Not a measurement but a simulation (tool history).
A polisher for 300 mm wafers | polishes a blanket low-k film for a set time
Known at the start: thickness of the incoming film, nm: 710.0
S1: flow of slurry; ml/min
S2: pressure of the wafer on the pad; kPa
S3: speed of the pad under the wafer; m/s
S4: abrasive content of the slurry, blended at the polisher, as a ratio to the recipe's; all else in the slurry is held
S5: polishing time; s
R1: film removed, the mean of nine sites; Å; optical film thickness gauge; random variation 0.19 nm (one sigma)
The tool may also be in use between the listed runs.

run  hour   S1    S2    S3  S4  S5      R1
  1     0  145  15.9  1.02   1  88  335.96
  2   1.9  145  15.9  1.14   1  88  372.18
  3   2.6  145  15.2  1.08   1  88  336.16
  4   3.2  145  13.1  1.08   1  88  300.36
  5   6.8  145  12.4  1.04   1  88  271.32
  6  11.5  145   9.7  1.04   1  88  211.73
  7  17.8  145   9.7  1.02   1  88  210.91
  8    20  145   9.7     1   1  88  207.67
  9  22.3  145   9.7  0.98   1  88  200.92
 10  30.5  145   9.7  0.96   1  88  194.12
 11  37.7  145   9.7  0.94   1  88  196.64

The next listed run, before its measurement:
 12  45.8  135  6.9  0.66  0.95  88   ?

R1: 102.32 Å
